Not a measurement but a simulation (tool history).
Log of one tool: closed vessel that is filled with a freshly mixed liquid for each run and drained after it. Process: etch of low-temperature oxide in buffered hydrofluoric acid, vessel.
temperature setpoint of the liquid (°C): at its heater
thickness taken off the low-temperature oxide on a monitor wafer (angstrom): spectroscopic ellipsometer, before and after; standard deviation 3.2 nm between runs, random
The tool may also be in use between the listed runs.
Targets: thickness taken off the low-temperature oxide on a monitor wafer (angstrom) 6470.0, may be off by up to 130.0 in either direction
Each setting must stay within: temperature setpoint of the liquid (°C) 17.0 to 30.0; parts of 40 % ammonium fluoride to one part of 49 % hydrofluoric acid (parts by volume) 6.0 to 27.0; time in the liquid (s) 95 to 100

run	hour	temperature setpoint of the liquid (°C)	parts of 40 % ammonium fluoride to one part of 49 % hydrofluoric acid (parts by volume)	time in the liquid (s)	thickness taken off the low-temperature oxide on a monitor wafer (angstrom)
1	0.0	22.0	16.5	95	2571.8
2	6.3	22.0	21.0	95	2031.7
3	11.2	24.5	16.5	95	2962.9
4	19.8	24.5	20.0	95	2442.7
5	26.3	24.5	20.0	95	2432.6
# hour 35.2: thermometer replaced
6	35.2	24.5	15.5	95	3464.9
7	41.0	26.0	14.5	95	4041.2
8	47.5	27.5	13.5	95	4657.9
9	50.3	28.5	12.5	95	5312.7

4 candidate next runs follow, results not yet known. Just one meets every target within its allowed miss. Identify it.
A	53.1	29.0	11.5	100	?
B	53.1	28.0	11.0	100	?
C	53.1	27.0	10.0	100	?
D	53.1	29.5	11.5	95	?

move	thickness taken off the low-temperature oxide on a monitor wafer (angstrom)
A	6202.9
B	6143.2
C	6390.2
D	6050.2
A: closer than the last run, but not yet in spec
B: closer than the last run, but not yet in spec
C: hits every target within its allowed miss
D: closer than the last run, but not yet in spec
C is the move that brings every result within its allowed miss.
